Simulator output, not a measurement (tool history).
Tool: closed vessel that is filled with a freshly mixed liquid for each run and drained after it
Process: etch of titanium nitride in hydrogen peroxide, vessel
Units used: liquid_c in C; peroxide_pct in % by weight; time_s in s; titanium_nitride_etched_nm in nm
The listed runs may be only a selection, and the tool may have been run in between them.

run 1 day=0.000 | liquid_c=46.0 peroxide_pct=17.5 time_s=190 | titanium_nitride_etched_nm=4.3620
run 2 day=0.258 | liquid_c=47.0 peroxide_pct=17.5 time_s=190 | titanium_nitride_etched_nm=4.6501
run 3 day=0.550 | liquid_c=47.0 peroxide_pct=17.5 time_s=190 | titanium_nitride_etched_nm=4.6641
run 4 day=0.738 | liquid_c=47.0 peroxide_pct=17.5 time_s=130 | titanium_nitride_etched_nm=3.1342
run 5 day=1.121 | liquid_c=50.0 peroxide_pct=17.5 time_s=130 | titanium_nitride_etched_nm=4.0034
run 6 day=1.325 | liquid_c=50.0 peroxide_pct=17.5 time_s=130 | titanium_nitride_etched_nm=3.9683

Run 7 is up next; what results do you expect?
run 7 day=1.533 | liquid_c=55.5 peroxide_pct=17.5 time_s=130 | titanium_nitride_etched_nm=?

{"run 7": {"titanium_nitride_etched_nm": 5.8571}}
